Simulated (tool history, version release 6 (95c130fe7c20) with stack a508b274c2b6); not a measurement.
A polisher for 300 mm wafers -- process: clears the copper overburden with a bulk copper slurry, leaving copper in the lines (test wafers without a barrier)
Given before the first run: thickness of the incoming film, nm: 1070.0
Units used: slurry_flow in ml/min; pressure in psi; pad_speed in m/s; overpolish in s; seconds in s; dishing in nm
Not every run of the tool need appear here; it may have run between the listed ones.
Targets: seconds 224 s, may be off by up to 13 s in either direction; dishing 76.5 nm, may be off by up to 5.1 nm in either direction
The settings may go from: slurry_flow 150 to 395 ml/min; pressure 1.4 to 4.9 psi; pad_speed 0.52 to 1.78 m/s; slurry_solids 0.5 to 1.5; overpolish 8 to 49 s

run	hour	slurry_flow	pressure	pad_speed	slurry_solids	overpolish	seconds	dishing
1	0	250	3.1	1.14	1	25	116.26	104.77
2	6.6	250	2.5	1.14	1	25	138.37	91.145
3	9.8	190	2.5	1.14	1	25	146.95	88.981
4	14.4	190	2.5	1.24	1	25	137.32	93.345
5	20.7	190	2.5	1.36	1	25	123.66	96.04
6	25.6	185	2.3	1.3	1	26	139.63	89.941
7	28.4	185	2.1	1.26	1	28	158.07	88.197
8	32.3	185	2	1.24	1	29	165.7	90.753
9	34.1	185	1.9	1.22	1	29	176.66	85.198
10	35.4	185	1.4	1.14	1	32	258.3	69.907
11	44.3	185	1.4	1.14	1	32	256.75	68.341
12	52.5	185	1.5	1.14	1	32	245.19	72.332

4 next moves are on the table. One of them brings every result within its allowed miss. Which?
A	60.7	205	1.9	0.82	1.1	30	?	?
B	60.7	155	1.8	0.92	0.95	31	?	?
C	60.7	155	1.8	1.14	0.8	31	?	?
D	60.7	150	1.4	1.1	1	43	?	?

move	seconds	dishing
A	254.96	70.461
B	262.72	70.01
C	224.46	76.442
D	281.36	76.575
A: misses by more than the last run did
B: misses by more than the last run did
C: every result lands within tolerance
D: misses by more than the last run did
C is the move that brings every result within its allowed miss.
